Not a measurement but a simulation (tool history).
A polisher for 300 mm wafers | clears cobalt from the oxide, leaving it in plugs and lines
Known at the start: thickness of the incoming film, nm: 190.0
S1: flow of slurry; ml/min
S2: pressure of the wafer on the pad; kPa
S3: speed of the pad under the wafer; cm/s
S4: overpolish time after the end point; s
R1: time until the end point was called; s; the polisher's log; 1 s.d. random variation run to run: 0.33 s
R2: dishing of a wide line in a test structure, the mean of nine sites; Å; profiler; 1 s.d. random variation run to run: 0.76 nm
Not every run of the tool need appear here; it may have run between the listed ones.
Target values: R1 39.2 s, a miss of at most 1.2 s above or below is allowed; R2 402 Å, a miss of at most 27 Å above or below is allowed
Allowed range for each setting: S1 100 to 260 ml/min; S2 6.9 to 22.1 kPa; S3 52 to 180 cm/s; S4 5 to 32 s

Run 1, hour 0: S1 165 ml/min, S2 14.5 kPa, S3 116 cm/s, S4 16 s. Result: R1 32.963 s, R2 392.34 Å.
Run 2, hour 6: S1 165 ml/min, S2 14.5 kPa, S3 116 cm/s, S4 9 s. Result: R1 32.975 s, R2 294.37 Å.
Run 3, hour 12.5: S1 160 ml/min, S2 13.8 kPa, S3 116 cm/s, S4 12 s. Result: R1 34.616 s, R2 347.18 Å.
Run 4, hour 18.9: S1 155 ml/min, S2 13.1 kPa, S3 116 cm/s, S4 13 s. Result: R1 36.393 s, R2 349.35 Å.
Run 5, hour 23.8: S1 150 ml/min, S2 13.1 kPa, S3 116 cm/s, S4 14 s. Result: R1 36.378 s, R2 350.98 Å.
Run 6, hour 29.1: S1 125 ml/min, S2 13.1 kPa, S3 116 cm/s, S4 14 s. Result: R1 37.752 s, R2 356.4 Å.
Run 7, hour 34.1: S1 125 ml/min, S2 13.1 kPa, S3 116 cm/s, S4 14 s. Result: R1 38.429 s, R2 351.1 Å.
Run 8, hour 40.2: S1 120 ml/min, S2 13.1 kPa, S3 116 cm/s, S4 15 s. Result: R1 38.328 s, R2 357.26 Å.
Run 9, hour 45.2: S1 115 ml/min, S2 12.4 kPa, S3 116 cm/s, S4 21 s. Result: R1 41.359 s, R2 403.68 Å.
Run 10, hour 52.5: S1 135 ml/min, S2 13.1 kPa, S3 116 cm/s, S4 20 s. Result: R1 37.318 s, R2 416.83 Å.
Run 11, hour 55.8: S1 130 ml/min, S2 13.1 kPa, S3 116 cm/s, S4 20 s. Result: R1 37.735 s, R2 432.39 Å.

Consider the 4 candidate settings below. Which is the only one whose results all fall within their allowed miss of target?
Run A, hour 59.1: S1 155 ml/min, S2 11 kPa, S3 128 cm/s, S4 19 s. Result: R1 ?, R2 ?.
Run B, hour 59.1: S1 240 ml/min, S2 13.8 kPa, S3 98 cm/s, S4 12 s. Result: R1 ?, R2 ?.
Run C, hour 59.1: S1 120 ml/min, S2 15.2 kPa, S3 98 cm/s, S4 14 s. Result: R1 ?, R2 ?.
Run D, hour 59.1: S1 135 ml/min, S2 15.2 kPa, S3 102 cm/s, S4 14 s. Result: R1 ?, R2 ?.

move      R1      R2
   A  39.191  399.52
   B  38.649  319.78
   C  39.003  346.43
   D   36.73   357.3
A: every result within its allowed miss
B: meets the target for the result that was furthest off, but another lies outside its allowed miss
C: meets the target for the result that was furthest off, but another lies outside its allowed miss
D: moves away from the targets compared with the last run
So the answer is move A, the one that meets all the targets.

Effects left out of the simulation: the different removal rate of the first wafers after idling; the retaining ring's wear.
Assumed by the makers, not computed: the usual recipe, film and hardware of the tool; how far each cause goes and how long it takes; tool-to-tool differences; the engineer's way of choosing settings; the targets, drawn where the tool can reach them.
